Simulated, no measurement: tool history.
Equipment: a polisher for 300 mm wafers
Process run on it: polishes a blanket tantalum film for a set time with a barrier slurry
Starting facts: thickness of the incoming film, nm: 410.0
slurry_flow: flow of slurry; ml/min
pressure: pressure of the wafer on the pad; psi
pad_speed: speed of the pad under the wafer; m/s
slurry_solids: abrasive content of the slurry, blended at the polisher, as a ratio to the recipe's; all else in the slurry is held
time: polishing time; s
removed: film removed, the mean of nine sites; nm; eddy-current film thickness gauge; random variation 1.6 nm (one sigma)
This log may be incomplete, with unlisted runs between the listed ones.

run	hour	slurry_flow	pressure	pad_speed	slurry_solids	time	removed
1	0.0	155	1.6	1.20	1.00	116	208.97
2	5.8	150	1.5	1.20	1.00	116	194.61
3	8.7	150	1.5	1.20	1.00	116	193.69
4	14.7	150	1.7	1.20	1.00	116	220.29
5	19.0	150	1.7	1.20	1.00	116	223.08
6	23.1	150	1.7	1.20	1.15	116	230.49

Forecast run 7:
7	27.7	145	1.6	1.20	1.15	116	?

removed: 218.34 nm
